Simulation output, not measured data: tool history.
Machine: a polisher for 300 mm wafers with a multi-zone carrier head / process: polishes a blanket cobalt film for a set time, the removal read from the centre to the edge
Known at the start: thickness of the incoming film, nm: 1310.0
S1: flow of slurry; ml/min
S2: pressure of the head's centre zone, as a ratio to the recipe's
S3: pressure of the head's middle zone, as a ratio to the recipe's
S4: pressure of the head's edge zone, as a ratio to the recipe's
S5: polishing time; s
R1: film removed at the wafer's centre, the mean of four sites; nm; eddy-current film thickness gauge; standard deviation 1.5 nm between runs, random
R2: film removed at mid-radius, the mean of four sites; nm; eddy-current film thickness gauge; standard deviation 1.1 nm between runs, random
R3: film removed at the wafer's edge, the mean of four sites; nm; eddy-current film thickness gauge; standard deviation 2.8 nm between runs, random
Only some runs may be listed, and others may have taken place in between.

Run 1, hour 0.0: S1 245 ml/min, S2 1.00, S3 1.00, S4 1.00, S5 37 s. Result: R1 125.32 nm, R2 126.68 nm, R3 126.48 nm.
Run 2, hour 7.2: S1 245 ml/min, S2 0.99, S3 1.00, S4 1.02, S5 38 s. Result: R1 130.41 nm, R2 130.23 nm, R3 131.10 nm.
Run 3, hour 11.4: S1 275 ml/min, S2 0.99, S3 1.00, S4 1.02, S5 38 s. Result: R1 131.38 nm, R2 131.89 nm, R3 129.38 nm.
Run 4, hour 16.6: S1 275 ml/min, S2 0.99, S3 1.00, S4 1.07, S5 38 s. Result: R1 130.42 nm, R2 130.89 nm, R3 134.13 nm.
Run 5, hour 18.6: S1 260 ml/min, S2 0.99, S3 1.01, S4 1.08, S5 39 s. Result: R1 133.46 nm, R2 135.67 nm, R3 140.27 nm.
Run 6, hour 21.2: S1 250 ml/min, S2 0.99, S3 1.02, S4 1.09, S5 40 s. Result: R1 136.45 nm, R2 139.48 nm, R3 142.35 nm.
Run 7, hour 22.1: S1 240 ml/min, S2 0.98, S3 1.02, S4 1.10, S5 41 s. Result: R1 138.06 nm, R2 142.86 nm, R3 144.09 nm.
Run 8, hour 29.5: S1 240 ml/min, S2 0.98, S3 1.02, S4 1.10, S5 41 s. Result: R1 138.27 nm, R2 140.74 nm, R3 148.68 nm.
Run 9, hour 36.3: S1 230 ml/min, S2 0.98, S3 1.03, S4 1.11, S5 42 s. Result: R1 140.31 nm, R2 146.59 nm, R3 143.08 nm.

What does the tool deliver on the next run?
Run 10, hour 37.0: S1 245 ml/min, S2 0.97, S3 1.03, S4 1.12, S5 43 s. Result: R1 ?, R2 ?, R3 ?.

Run 10 measured R1 143.78 nm, R2 151.86 nm, R3 154.02 nm.
